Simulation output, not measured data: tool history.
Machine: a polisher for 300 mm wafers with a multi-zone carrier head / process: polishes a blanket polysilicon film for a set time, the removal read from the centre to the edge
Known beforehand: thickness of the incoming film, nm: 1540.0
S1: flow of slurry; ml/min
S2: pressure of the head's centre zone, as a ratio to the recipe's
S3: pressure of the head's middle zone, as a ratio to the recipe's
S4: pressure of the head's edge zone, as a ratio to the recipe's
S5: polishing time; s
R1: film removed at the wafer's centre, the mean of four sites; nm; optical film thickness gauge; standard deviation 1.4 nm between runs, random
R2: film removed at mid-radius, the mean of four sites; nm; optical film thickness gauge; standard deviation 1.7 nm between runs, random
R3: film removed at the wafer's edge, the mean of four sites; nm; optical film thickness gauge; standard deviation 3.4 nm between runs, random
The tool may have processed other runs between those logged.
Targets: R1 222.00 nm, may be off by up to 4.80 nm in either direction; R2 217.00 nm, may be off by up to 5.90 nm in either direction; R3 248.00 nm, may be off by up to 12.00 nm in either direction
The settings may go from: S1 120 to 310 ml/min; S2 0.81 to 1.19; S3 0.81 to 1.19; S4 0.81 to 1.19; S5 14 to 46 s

| run | hour | S1 | S2 | S3 | S4 | S5 | R1 | R2 | R3 |
|---|---|---|---|---|---|---|---|---|---|
| 1 | 0.0 | 200 | 1.00 | 1.00 | 1.00 | 30 | 247.07 | 250.13 | 248.21 |
| 2 | 1.5 | 200 | 1.00 | 1.07 | 1.00 | 30 | 248.93 | 264.33 | 250.73 |
| 3 | 10.4 | 200 | 1.00 | 1.15 | 1.00 | 30 | 248.60 | 282.06 | 248.10 |
| 4 | 19.2 | 235 | 1.00 | 1.15 | 1.00 | 30 | 255.99 | 290.78 | 253.52 |
| 5 | 26.6 | 235 | 1.00 | 1.15 | 1.00 | 35 | 296.86 | 343.26 | 294.20 |
| 6 | 28.6 | 215 | 0.97 | 1.06 | 0.99 | 34 | 276.84 | 303.87 | 278.64 |
| 7 | 37.3 | 195 | 0.95 | 0.99 | 1.00 | 33 | 259.47 | 274.24 | 268.74 |
| 8 | 40.9 | 180 | 0.93 | 0.94 | 1.01 | 33 | 246.00 | 260.29 | 268.62 |
|  | 45.6 | edge zone pressure recalibrated |
| 9 | 45.6 | 140 | 0.93 | 0.84 | 0.97 | 31 | 222.26 | 209.44 | 247.15 |

Exercise: of the 4 proposed moves below, exactly one satisfies all targets within the stated allowed misses. Which move is it?
| A | 50.3 | 160 | 0.91 | 0.85 | 0.93 | 31 | ? | ? | ? |
| B | 50.3 | 130 | 0.92 | 0.81 | 0.93 | 32 | ? | ? | ? |
| C | 50.3 | 125 | 0.95 | 0.82 | 0.97 | 32 | ? | ? | ? |
| D | 50.3 | 140 | 0.98 | 0.82 | 1.06 | 30 | ? | ? | ? |

| move | R1 | R2 | R3 |
|---|---|---|---|
| A | 224.07 | 218.62 | 248.77 |
| B | 221.15 | 206.50 | 248.06 |
| C | 225.64 | 206.29 | 249.39 |
| D | 225.80 | 199.22 | 245.74 |
A: every result lands within tolerance
B: its largest miss is bigger than the last run's
C: its largest miss is bigger than the last run's
D: its largest miss is bigger than the last run's
Answer: A
